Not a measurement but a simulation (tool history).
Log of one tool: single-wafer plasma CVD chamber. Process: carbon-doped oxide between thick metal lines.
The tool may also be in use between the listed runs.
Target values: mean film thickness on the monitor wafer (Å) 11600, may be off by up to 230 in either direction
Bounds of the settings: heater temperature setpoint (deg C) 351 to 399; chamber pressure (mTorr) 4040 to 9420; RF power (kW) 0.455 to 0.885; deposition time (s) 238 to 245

run  hour  heater temperature setpoint (deg C)  chamber pressure (mTorr)  RF power (kW)  deposition time (s)  mean film thickness on the monitor wafer (Å)
  1     0                                  375                      6730           0.67                  238                                         13000
  2   1.7                                  384                      6730           0.67                  238                                         12787
  3   6.4                                  384                      6730           0.67                  245                                         13103
  4  13.2                                  384                      6730           0.63                  245                                         12843
  5  21.4                                  376                      6730           0.63                  245                                         12905
  6  25.1                                  376                      6730           0.63                  245                                         12868
  7  33.5                                  376                      6690          0.615                  245                                         12748
  8  41.6                                  376                      6640          0.605                  245                                         12672
  9  43.3                                  380                      6080          0.505                  243                                         11046

Consider the 4 candidate settings below. Which is the only one whose results all fall within their allowed miss of target?
  A    45                                  377                      6150          0.555                  245                                             ?
  B    45                                  375                      5420           0.54                  244                                             ?
  C    45                                  388                      5730          0.605                  245                                             ?
  D    45                                  374                      6080          0.565                  245                                             ?

move  mean film thickness on the monitor wafer (Å)
   A                                         11982
   B                                         11621
   C                                         12237
   D                                         12146
A: pushes the last run's worst result past its target
B: hits every target within its allowed miss
C: pushes the last run's worst result past its target
D: pushes the last run's worst result past its target
The move that meets every target is B.
